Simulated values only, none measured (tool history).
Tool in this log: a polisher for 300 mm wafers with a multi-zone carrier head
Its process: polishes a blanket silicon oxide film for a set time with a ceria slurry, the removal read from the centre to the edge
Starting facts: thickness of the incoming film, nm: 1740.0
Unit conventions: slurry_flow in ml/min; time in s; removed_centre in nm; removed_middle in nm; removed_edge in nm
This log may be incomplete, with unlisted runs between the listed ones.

{"run": 1, "hour": 0.0, "slurry_flow": 255, "centre_zone": 1, "middle_zone": 1, "edge_zone": 1, "time": 69, "removed_centre": 363.77, "removed_middle": 361.43, "removed_edge": 368.29}
{"run": 2, "hour": 4.3, "slurry_flow": 255, "centre_zone": 0.99, "middle_zone": 1, "edge_zone": 1.02, "time": 71, "removed_centre": 377.66, "removed_middle": 376.93, "removed_edge": 375.13}
{"run": 3, "hour": 7.6, "slurry_flow": 225, "centre_zone": 0.99, "middle_zone": 1, "edge_zone": 1.02, "time": 71, "removed_centre": 365.72, "removed_middle": 372.47, "removed_edge": 364.79}
{"run": 4, "hour": 10.4, "slurry_flow": 245, "centre_zone": 0.97, "middle_zone": 1, "edge_zone": 1.03, "time": 72, "removed_centre": 369.11, "removed_middle": 378.03, "removed_edge": 374.9}
{"run": 5, "hour": 14.0, "slurry_flow": 245, "centre_zone": 0.97, "middle_zone": 1, "edge_zone": 1.08, "time": 72, "removed_centre": 372.07, "removed_middle": 387.89, "removed_edge": 389.12}
{"run": 6, "hour": 14.9, "slurry_flow": 260, "centre_zone": 0.97, "middle_zone": 1, "edge_zone": 1.1, "time": 72, "removed_centre": 371.04, "removed_middle": 378.92, "removed_edge": 393.81}
{"run": 7, "hour": 18.1, "slurry_flow": 270, "centre_zone": 0.97, "middle_zone": 1.01, "edge_zone": 1.11, "time": 73, "removed_centre": 382.13, "removed_middle": 395.88, "removed_edge": 398.91}
{"run": 8, "hour": 24.6, "slurry_flow": 270, "centre_zone": 0.97, "middle_zone": 1.01, "edge_zone": 1.11, "time": 73, "removed_centre": 377.4, "removed_middle": 398.54, "removed_edge": 402.3}
{"run": 9, "hour": 27.6, "slurry_flow": 280, "centre_zone": 0.97, "middle_zone": 1, "edge_zone": 1.12, "time": 74, "removed_centre": 384.24, "removed_middle": 398.05, "removed_edge": 418.65}

Run 10 comes next. What will it give?
{"run": 10, "hour": 36.1, "slurry_flow": 290, "centre_zone": 0.97, "middle_zone": 1, "edge_zone": 1.13, "time": 74, "removed_centre": "?", "removed_middle": "?", "removed_edge": "?"}

{"run 10": {"removed_centre": 395.1, "removed_middle": 396.29, "removed_edge": 421.11}}
